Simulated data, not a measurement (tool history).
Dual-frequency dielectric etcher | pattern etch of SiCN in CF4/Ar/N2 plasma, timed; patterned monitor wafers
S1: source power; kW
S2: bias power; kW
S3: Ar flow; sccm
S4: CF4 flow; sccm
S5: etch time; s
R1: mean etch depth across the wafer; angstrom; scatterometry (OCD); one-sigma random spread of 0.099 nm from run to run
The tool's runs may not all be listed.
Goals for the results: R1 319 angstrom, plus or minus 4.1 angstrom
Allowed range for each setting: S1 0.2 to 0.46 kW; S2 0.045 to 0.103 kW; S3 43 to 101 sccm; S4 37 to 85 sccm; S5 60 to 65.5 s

run,hour,S1,S2,S3,S4,S5,R1
1,0,0.33,0.074,72,61,65.5,473.99
2,5.4,0.33,0.074,72,61,60,433.12
3,6.1,0.37,0.074,72,61,60,484.4
4,9.1,0.34,0.074,72,61,60,446.9
5,13.2,0.34,0.074,72,71,60,457.12
6,17.3,0.32,0.074,72,71,60,432.01
7,23.3,0.3,0.074,72,71,60,403.53
8,28.2,0.29,0.074,72,71,60,392.29
9,32.1,0.28,0.074,72,71,60,377.86
10,36.6,0.27,0.074,72,71,60,365.62
11,37.4,0.26,0.074,72,71,60,351.3
12,38.8,0.24,0.074,72,71,60,327.43
13,47.2,0.23,0.074,72,71,60,312.32
14,50.2,0.24,0.074,72,71,60,326.38
15,57.2,0.23,0.074,72,71,60,312.89
16,58.2,0.23,0.074,72,71,60,315.01

Exercise: of the 5 proposed moves below, exactly one satisfies all targets within the stated allowed misses. Which move is it?
A,59.2,0.23,0.071,75,84,61,?
B,59.2,0.22,0.064,58,60,64.5,?
C,59.2,0.23,0.068,70,78,60,?
D,59.2,0.23,0.065,63,82,60,?
E,59.2,0.22,0.077,76,54,63.5,?

move,R1
A,317.87
B,310.6
C,308.61
D,310.2
E,309.05
A: each result inside its tolerance
B: its largest miss is bigger than the last run's
C: its largest miss is bigger than the last run's
D: its largest miss is bigger than the last run's
E: its largest miss is bigger than the last run's
Move A is the one to make.
